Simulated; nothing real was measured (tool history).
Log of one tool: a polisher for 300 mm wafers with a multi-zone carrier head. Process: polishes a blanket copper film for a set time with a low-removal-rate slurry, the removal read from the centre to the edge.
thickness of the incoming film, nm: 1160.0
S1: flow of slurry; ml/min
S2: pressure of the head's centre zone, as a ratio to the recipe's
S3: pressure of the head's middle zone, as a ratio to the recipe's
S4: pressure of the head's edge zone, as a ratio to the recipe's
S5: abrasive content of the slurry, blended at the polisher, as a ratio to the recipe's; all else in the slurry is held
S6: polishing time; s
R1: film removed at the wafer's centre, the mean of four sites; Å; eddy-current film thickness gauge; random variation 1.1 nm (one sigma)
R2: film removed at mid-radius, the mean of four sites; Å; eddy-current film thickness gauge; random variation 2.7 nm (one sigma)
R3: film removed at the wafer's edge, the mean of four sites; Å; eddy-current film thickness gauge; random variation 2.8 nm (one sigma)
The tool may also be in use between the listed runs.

Run 1, hour 0: S1 280 ml/min, S2 1, S3 1, S4 1, S5 1, S6 85 s. Result: R1 2643.5 Å, R2 2656.3 Å, R3 2699.3 Å.
Run 2, hour 8.2: S1 275 ml/min, S2 0.96, S3 0.98, S4 0.96, S5 0.85, S6 82 s. Result: R1 2407.5 Å, R2 2430.2 Å, R3 2401.9 Å.
Run 3, hour 12.6: S1 265 ml/min, S2 0.92, S3 0.97, S4 0.97, S5 0.75, S6 80 s. Result: R1 2227.5 Å, R2 2292.7 Å, R3 2391.6 Å.
Run 4, hour 14: S1 260 ml/min, S2 0.89, S3 0.97, S4 0.95, S5 0.7, S6 78 s. Result: R1 2043.3 Å, R2 2228.1 Å, R3 2233.3 Å.
Run 5, hour 19.5: S1 260 ml/min, S2 0.89, S3 0.97, S4 1.03, S5 0.7, S6 78 s. Result: R1 2050.2 Å, R2 2314.2 Å, R3 2310.5 Å.
At hour 20.3: worn pad replaced by a new one.
Run 6, hour 20.3: S1 260 ml/min, S2 0.89, S3 0.97, S4 1.03, S5 0.5, S6 78 s. Result: R1 2218.7 Å, R2 2354.6 Å, R3 2520.6 Å.
Run 7, hour 26.8: S1 250 ml/min, S2 0.87, S3 0.95, S4 0.98, S5 0.55, S6 78 s. Result: R1 2159.9 Å, R2 2381.4 Å, R3 2515.2 Å.
Run 8, hour 34.1: S1 240 ml/min, S2 0.88, S3 0.95, S4 0.99, S5 0.7, S6 75 s. Result: R1 2151.5 Å, R2 2334.4 Å, R3 2480.8 Å.
Run 9, hour 43.1: S1 275 ml/min, S2 0.87, S3 0.94, S4 0.99, S5 0.7, S6 74 s. Result: R1 2174.3 Å, R2 2302.7 Å, R3 2470.4 Å.
Run 10, hour 51.9: S1 270 ml/min, S2 0.87, S3 0.95, S4 0.97, S5 0.65, S6 72 s. Result: R1 2083.6 Å, R2 2239 Å, R3 2267.4 Å.
Run 11, hour 58.6: S1 215 ml/min, S2 0.81, S3 0.9, S4 0.93, S5 0.5, S6 66 s. Result: R1 1638.7 Å, R2 1885.4 Å, R3 1980.4 Å.

Run 12 comes next. What will it give?
Run 12, hour 62.7: S1 215 ml/min, S2 0.81, S3 0.9, S4 0.93, S5 0.5, S6 66 s. Result: R1 ?, R2 ?, R3 ?.

Run 12 gave R1 1649.1 Å, R2 1848.5 Å, R3 1996 Å.
